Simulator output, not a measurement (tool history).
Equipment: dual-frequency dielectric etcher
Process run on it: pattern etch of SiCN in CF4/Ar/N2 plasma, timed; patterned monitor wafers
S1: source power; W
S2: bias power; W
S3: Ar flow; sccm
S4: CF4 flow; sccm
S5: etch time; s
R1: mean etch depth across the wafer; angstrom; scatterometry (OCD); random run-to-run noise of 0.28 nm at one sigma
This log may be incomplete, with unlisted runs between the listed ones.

run,day,S1,S2,S3,S4,S5,R1
1,0.000,510,91,94,49,51.0,450.59
2,0.308,540,91,94,49,51.0,474.17
3,0.462,540,91,94,49,46.5,429.40
4,0.675,580,92,94,49,46.5,452.35
5,0.888,580,92,82,49,46.5,466.02
6,1.008,490,92,82,49,46.5,408.77
7,1.217,540,93,82,49,46.5,441.65
8,1.525,570,94,82,49,46.5,459.06

Estimate the outcome of run 9 from the log above:
9,1.642,600,95,82,49,46.5,?

R1: 484.07 angstrom

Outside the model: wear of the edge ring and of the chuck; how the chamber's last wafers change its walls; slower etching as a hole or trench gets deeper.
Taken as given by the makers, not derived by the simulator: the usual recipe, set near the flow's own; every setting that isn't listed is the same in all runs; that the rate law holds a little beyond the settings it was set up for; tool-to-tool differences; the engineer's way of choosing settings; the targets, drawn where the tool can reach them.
